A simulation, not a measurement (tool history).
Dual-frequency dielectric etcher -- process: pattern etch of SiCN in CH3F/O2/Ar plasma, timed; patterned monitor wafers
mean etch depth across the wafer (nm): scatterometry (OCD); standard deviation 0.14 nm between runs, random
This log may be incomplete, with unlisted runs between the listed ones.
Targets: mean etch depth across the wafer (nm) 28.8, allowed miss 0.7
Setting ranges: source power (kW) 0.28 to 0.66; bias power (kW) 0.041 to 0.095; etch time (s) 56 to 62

run  hour  source power (kW)  bias power (kW)  etch time (s)  mean etch depth across the wafer (nm)
  1     0               0.47            0.068             62                                 25.148
  2     1               0.49            0.069             62                                 25.509
  3   7.7               0.51             0.07             62                                 26.134
  4   8.4               0.44             0.07             62                                 24.843
  5   9.5               0.46            0.071             62                                 25.014
  6  15.7               0.52            0.071             62                                 26.442
  7  20.3               0.53            0.072             62                                 26.674
  8    22               0.54            0.073             62                                 26.758
  9  25.4               0.55            0.074             62                                 27.352

Exactly one of the 5 candidate moves below puts every result within its allowed miss. Which one?
  A  28.8               0.57            0.069             60                                      ?
  B  28.8               0.62            0.071             58                                      ?
  C  28.8               0.54            0.074             60                                      ?
  D  28.8               0.63            0.076             62                                      ?
  E  28.8               0.54            0.074             61                                      ?

move  mean etch depth across the wafer (nm)
   A                                 26.317
   B                                 26.501
   C                                 26.188
   D                                 28.988
   E                                 26.624
A: its largest miss is bigger than the last run's
B: its largest miss is bigger than the last run's
C: its largest miss is bigger than the last run's
D: in spec on every target
E: its largest miss is bigger than the last run's
So the answer is move D, the one that meets all the targets.
